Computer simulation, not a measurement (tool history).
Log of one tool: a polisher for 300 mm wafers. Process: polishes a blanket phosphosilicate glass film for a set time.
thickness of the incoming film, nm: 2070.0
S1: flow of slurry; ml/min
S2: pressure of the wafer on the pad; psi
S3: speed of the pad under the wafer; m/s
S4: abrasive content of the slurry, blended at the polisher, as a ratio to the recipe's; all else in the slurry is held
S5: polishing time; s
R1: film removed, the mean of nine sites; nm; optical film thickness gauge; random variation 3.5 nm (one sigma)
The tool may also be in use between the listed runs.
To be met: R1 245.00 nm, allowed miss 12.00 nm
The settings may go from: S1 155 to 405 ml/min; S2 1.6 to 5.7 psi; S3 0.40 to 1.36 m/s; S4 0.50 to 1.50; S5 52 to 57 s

run  hour   S1   S2    S3    S4  S5      R1
  1   0.0  260  3.6  0.88  1.00  57  473.62
  2   8.2  260  3.2  0.86  1.00  57  419.67
  3  14.4  260  2.9  0.82  1.00  57  363.41
  4  18.4  260  2.6  0.82  1.00  57  328.22
  5  20.6  260  2.6  1.02  1.00  57  399.08
  6  25.3  260  2.6  1.02  1.00  52  363.25
  7  30.2  260  2.4  1.00  1.00  52  325.02
  8  37.4  260  1.6  0.98  1.00  52  220.32

4 next moves are on the table. One of them brings every result within its allowed miss. Which?
  A  44.6  270  1.8  0.82  0.90  55   ?
  B  44.6  185  2.0  1.12  0.65  57   ?
  C  44.6  265  1.6  1.10  0.95  54   ?
  D  44.6  270  2.0  0.94  1.00  55   ?

move      R1
   A  211.11
   B  222.44
   C  243.06
   D  278.92
A: further off than the last run
B: nearer than the last run, and not there yet
C: meets every target
D: takes the result that was furthest off past its target
The right move is C.

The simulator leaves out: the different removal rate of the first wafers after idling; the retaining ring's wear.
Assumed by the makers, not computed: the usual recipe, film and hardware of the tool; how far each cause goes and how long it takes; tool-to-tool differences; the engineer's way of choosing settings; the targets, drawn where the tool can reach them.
